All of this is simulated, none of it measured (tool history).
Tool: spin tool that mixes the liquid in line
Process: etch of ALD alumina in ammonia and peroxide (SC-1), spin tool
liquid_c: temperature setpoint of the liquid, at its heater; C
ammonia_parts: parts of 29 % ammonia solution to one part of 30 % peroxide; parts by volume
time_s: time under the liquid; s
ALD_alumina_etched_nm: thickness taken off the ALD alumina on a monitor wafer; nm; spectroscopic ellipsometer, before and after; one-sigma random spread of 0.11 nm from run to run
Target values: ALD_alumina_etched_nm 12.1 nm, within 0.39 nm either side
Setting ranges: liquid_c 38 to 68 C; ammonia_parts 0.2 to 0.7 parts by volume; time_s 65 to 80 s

run,day,liquid_c,ammonia_parts,time_s,ALD_alumina_etched_nm
1,0,52,0.4,80,6.5804
2,0.15,52,0.3,80,6.4553
3,0.488,52,0.4,80,6.6613
4,0.838,52,0.3,80,6.5203
5,0.95,55,0.3,80,7.5608
6,1.017,55,0.3,80,7.4733
7,1.062,57.5,0.3,80,8.5803
8,1.129,59,0.3,80,9.2978
9,1.462,60.5,0.3,80,10.156
# day 1.546: thermometer replaced
10,1.546,61.5,0.3,80,9.591
11,1.854,63,0.3,80,10.496
12,2.05,64,0.3,80,10.677

Exercise: of the 4 proposed moves below, exactly one satisfies all targets within the stated allowed misses. Which move is it?
A,2.246,68,0.3,80,?
B,2.246,66.5,0.3,80,?
C,2.246,67.5,0.4,80,?
D,2.246,63.5,0.4,65,?

move,ALD_alumina_etched_nm
A,13.151
B,12.22
C,13.187
D,8.7905
A: moves the result that the last run missed by most past its target, out the other side
B: in spec on every target
C: moves the result that the last run missed by most past its target, out the other side
D: its largest miss is bigger than the last run's
Correct choice: B, which meets every target
